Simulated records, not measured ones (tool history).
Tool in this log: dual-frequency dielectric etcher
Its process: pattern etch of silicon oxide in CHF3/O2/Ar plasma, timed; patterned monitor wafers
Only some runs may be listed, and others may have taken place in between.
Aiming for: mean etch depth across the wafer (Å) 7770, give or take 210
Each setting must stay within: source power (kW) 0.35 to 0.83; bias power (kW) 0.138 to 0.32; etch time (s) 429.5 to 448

| run | hour | source power (kW) | bias power (kW) | etch time (s) | mean etch depth across the wafer (Å) |
|---|---|---|---|---|---|
| 1 | 0 | 0.59 | 0.229 | 429.5 | 9659.9 |
| 2 | 7.8 | 0.59 | 0.267 | 429.5 | 10200 |
| 3 | 16.7 | 0.69 | 0.267 | 429.5 | 11012 |
| 4 | 20.7 | 0.63 | 0.253 | 429.5 | 10406 |
| 5 | 23.3 | 0.58 | 0.242 | 429.5 | 9717.1 |
| 6 | 29.9 | 0.52 | 0.242 | 429.5 | 9048.4 |
| 7 | 33.8 | 0.5 | 0.24 | 429.5 | 8736.8 |
| 8 | 37 | 0.48 | 0.239 | 429.5 | 8633.9 |
| 9 | 38.6 | 0.46 | 0.238 | 429.5 | 8307.8 |

4 candidate next runs follow, results not yet known. Just one meets every target within its allowed miss. Identify it.
| A | 40.2 | 0.36 | 0.304 | 429.5 | ? |
| B | 40.2 | 0.36 | 0.304 | 435 | ? |
| C | 40.2 | 0.42 | 0.218 | 439 | ? |
| D | 40.2 | 0.45 | 0.253 | 429.5 | ? |

| move | mean etch depth across the wafer (Å) |
|---|---|
| A | 7195.4 |
| B | 7287.5 |
| C | 7859.4 |
| D | 8410 |
A: pushes the last run's worst result past its target
B: pushes the last run's worst result past its target
C: all results in spec
D: lands further from the targets than the last run did
Answer: C
